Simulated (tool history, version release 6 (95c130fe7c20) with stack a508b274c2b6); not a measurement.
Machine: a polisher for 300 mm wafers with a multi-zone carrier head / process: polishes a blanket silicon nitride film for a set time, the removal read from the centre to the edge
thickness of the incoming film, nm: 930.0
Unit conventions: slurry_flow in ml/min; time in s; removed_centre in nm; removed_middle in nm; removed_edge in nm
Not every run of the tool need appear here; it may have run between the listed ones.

run,hour,slurry_flow,centre_zone,middle_zone,edge_zone,time,removed_centre,removed_middle,removed_edge
1,0,245,1,1,1,79,102.86,105.91,101.84
2,7,235,0.98,0.97,0.99,78,96.925,101.41,98.909
3,13.5,235,0.98,0.97,0.99,58,71.623,74.903,74.172
4,18.4,235,0.92,0.97,0.99,58,68.407,73.873,73.96
5,21.3,235,0.92,0.97,0.99,45,52.711,57.641,56.005
6,22.2,235,0.92,0.97,0.94,45,53.015,57.815,55.61
7,23.1,225,0.95,0.97,0.99,51,60.945,64.31,64.017

Estimate the outcome of run 8 from the log above:
8,30,235,0.97,0.98,1.04,55,?,?,?

{"run 8": {"removed_centre": 67.807, "removed_middle": 70.981, "removed_edge": 72.332}}
